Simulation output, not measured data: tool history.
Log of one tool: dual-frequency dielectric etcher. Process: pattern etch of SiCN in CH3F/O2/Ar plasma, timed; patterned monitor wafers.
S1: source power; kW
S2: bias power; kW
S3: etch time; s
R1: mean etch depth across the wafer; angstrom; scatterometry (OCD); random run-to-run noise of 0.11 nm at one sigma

run	hour	S1	S2	S3	R1
1	0.0	0.470	0.083	85	414.83
2	5.5	0.470	0.075	85	400.88
3	12.1	0.450	0.074	85	396.32
4	19.4	0.450	0.074	89	414.70
5	20.4	0.450	0.069	89	407.33
6	28.9	0.420	0.068	89	396.87

Run 7 comes next. What will it give?
7	29.7	0.400	0.067	89	?

R1: 387.78 angstrom

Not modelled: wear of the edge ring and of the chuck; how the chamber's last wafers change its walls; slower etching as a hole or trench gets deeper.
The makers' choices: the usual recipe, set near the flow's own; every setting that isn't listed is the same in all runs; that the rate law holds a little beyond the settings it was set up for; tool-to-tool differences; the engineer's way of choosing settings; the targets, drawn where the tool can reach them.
